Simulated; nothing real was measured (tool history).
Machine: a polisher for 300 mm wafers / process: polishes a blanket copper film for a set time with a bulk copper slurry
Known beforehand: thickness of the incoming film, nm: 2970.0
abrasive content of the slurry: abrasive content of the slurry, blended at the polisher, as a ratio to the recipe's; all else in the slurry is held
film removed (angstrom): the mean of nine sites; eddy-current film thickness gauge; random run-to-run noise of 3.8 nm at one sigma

run	hour	flow of slurry (ml/min)	pressure of the wafer on the pad (psi)	speed of the pad under the wafer (cm/s)	abrasive content of the slurry	polishing time (s)	film removed (angstrom)
1	0.0	300	3.4	98	1.0	48	5655.5
2	1.3	300	3.2	98	1.0	48	5382.8
3	6.9	300	3.1	98	1.0	48	5198.0
4	8.7	300	3.0	98	1.0	48	5017.6
5	13.2	300	3.0	98	1.0	48	5000.4
6	18.6	300	3.0	98	1.1	48	5117.4

Estimate the outcome of run 7 from the log above:
7	19.8	300	2.9	98	1.1	48	?

film removed (angstrom): 4934.5
